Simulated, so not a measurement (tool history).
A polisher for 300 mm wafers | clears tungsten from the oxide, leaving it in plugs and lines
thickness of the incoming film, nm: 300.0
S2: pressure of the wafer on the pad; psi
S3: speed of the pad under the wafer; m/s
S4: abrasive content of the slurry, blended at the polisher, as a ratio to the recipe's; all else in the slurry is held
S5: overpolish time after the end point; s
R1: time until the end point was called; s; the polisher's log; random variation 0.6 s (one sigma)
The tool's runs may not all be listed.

run 1 hour=0 | flow_of_slurry_(ml/min)=265 S2=3.5 S3=0.94 S4=1 S5=8 | R1=81.603
run 2 hour=7.9 | flow_of_slurry_(ml/min)=265 S2=3.6 S3=0.94 S4=1 S5=8 | R1=78.918
run 3 hour=12.1 | flow_of_slurry_(ml/min)=305 S2=3.6 S3=0.94 S4=1 S5=8 | R1=78.166
run 4 hour=18.8 | flow_of_slurry_(ml/min)=305 S2=3.6 S3=0.94 S4=1 S5=6 | R1=77.447
run 5 hour=22.8 | flow_of_slurry_(ml/min)=305 S2=3.6 S3=0.94 S4=0.85 S5=6 | R1=80.68
run 6 hour=27.1 | flow_of_slurry_(ml/min)=305 S2=3.7 S3=0.94 S4=0.85 S5=6 | R1=78.98

Run 7 comes next. What will it give?
run 7 hour=30.6 | flow_of_slurry_(ml/min)=305 S2=3.8 S3=0.94 S4=0.85 S5=6 | R1=?

R1: 77.371 s
